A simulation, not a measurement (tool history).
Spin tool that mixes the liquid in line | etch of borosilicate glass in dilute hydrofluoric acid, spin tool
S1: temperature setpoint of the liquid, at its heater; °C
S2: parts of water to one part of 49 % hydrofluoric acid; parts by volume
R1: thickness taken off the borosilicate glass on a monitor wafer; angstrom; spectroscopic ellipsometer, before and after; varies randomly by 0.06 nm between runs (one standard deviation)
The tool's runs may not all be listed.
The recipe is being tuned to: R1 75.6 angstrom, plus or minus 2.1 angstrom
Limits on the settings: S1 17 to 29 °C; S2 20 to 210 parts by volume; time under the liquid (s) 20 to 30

{"run": 1, "day": 0.0, "S1": 21, "S2": 115, "time under the liquid (s)": 30, "R1": 86.281}
{"run": 2, "day": 0.096, "S1": 20.5, "S2": 115, "time under the liquid (s)": 30, "R1": 84.316}
{"run": 3, "day": 0.212, "S1": 20, "S2": 115, "time under the liquid (s)": 30, "R1": 82.58}
{"run": 4, "day": 0.246, "S1": 20, "S2": 80, "time under the liquid (s)": 30, "R1": 124.04}
{"run": 5, "day": 0.383, "S1": 19.5, "S2": 85, "time under the liquid (s)": 30, "R1": 114.2}
{"run": 6, "day": 0.583, "S1": 17, "S2": 85, "time under the liquid (s)": 30, "R1": 102.63}
{"run": 7, "day": 0.858, "S1": 17, "S2": 90, "time under the liquid (s)": 30, "R1": 96.261}
{"run": 8, "day": 0.983, "S1": 17, "S2": 95, "time under the liquid (s)": 30, "R1": 89.946}
{"run": 9, "day": 1.146, "S1": 17, "S2": 100, "time under the liquid (s)": 30, "R1": 85.369}
{"run": 10, "day": 1.471, "S1": 17, "S2": 100, "time under the liquid (s)": 30, "R1": 85.525}
{"run": 11, "day": 1.504, "S1": 17, "S2": 105, "time under the liquid (s)": 30, "R1": 80.682}

Which one of the following 4 next-run settings gets every result inside its allowed miss? There is exactly one.
{"run": "A", "day": 1.538, "S1": 18.5, "S2": 95, "time under the liquid (s)": 25, "R1": "?"}
{"run": "B", "day": 1.538, "S1": 17, "S2": 95, "time under the liquid (s)": 25, "R1": "?"}
{"run": "C", "day": 1.538, "S1": 17, "S2": 120, "time under the liquid (s)": 30, "R1": "?"}
{"run": "D", "day": 1.538, "S1": 18.5, "S2": 110, "time under the liquid (s)": 30, "R1": "?"}

move=A R1=80.569
move=B R1=75.646
move=C R1=70.04
move=D R1=82.166
A: about the same distance from the targets as the last run
B: each result inside its tolerance
C: takes the result that was furthest off past its target
D: moves away from the targets compared with the last run
Answer: B
